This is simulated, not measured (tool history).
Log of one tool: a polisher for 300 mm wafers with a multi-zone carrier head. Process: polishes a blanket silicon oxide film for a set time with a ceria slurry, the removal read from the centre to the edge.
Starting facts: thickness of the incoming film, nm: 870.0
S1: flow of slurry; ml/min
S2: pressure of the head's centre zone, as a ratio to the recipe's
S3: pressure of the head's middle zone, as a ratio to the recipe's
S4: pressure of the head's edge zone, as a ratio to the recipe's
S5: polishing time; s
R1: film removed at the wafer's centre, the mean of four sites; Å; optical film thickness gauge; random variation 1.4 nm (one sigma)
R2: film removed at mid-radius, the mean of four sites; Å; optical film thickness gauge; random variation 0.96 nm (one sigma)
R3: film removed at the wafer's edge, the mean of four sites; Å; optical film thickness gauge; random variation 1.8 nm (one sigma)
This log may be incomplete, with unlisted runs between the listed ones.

{"run": 1, "hour": 0.0, "S1": 155, "S2": 1.0, "S3": 1.0, "S4": 1.0, "S5": 64, "R1": 2301.0, "R2": 2320.0, "R3": 2259.4}
{"run": 2, "hour": 2.9, "S1": 155, "S2": 1.0, "S3": 1.0, "S4": 0.93, "S5": 64, "R1": 2305.5, "R2": 2314.2, "R3": 2178.0}
{"run": 3, "hour": 3.7, "S1": 155, "S2": 1.0, "S3": 0.95, "S4": 0.93, "S5": 64, "R1": 2254.9, "R2": 2243.4, "R3": 2167.9}
{"run": 4, "hour": 5.6, "S1": 155, "S2": 1.0, "S3": 0.95, "S4": 0.96, "S5": 64, "R1": 2348.7, "R2": 2196.1, "R3": 2215.8}
{"run": 5, "hour": 14.5, "S1": 155, "S2": 0.95, "S3": 0.95, "S4": 0.96, "S5": 64, "R1": 2146.4, "R2": 2238.0, "R3": 2204.2}
{"run": 6, "hour": 19.3, "S1": 150, "S2": 0.96, "S3": 0.93, "S4": 0.92, "S5": 57, "R1": 1947.8, "R2": 1968.6, "R3": 1986.0}
{"run": 7, "hour": 21.0, "S1": 150, "S2": 0.98, "S3": 0.94, "S4": 0.89, "S5": 49, "R1": 1704.3, "R2": 1685.7, "R3": 1642.1}
{"run": 8, "hour": 25.1, "S1": 145, "S2": 0.99, "S3": 0.93, "S4": 0.87, "S5": 46, "R1": 1630.3, "R2": 1574.4, "R3": 1522.5}

Predict the results of run 9:
{"run": 9, "hour": 32.0, "S1": 145, "S2": 0.99, "S3": 0.93, "S4": 0.87, "S5": 46, "R1": "?", "R2": "?", "R3": "?"}

{"run 9": {"R1": 1620.3, "R2": 1557.1, "R3": 1501.1}}
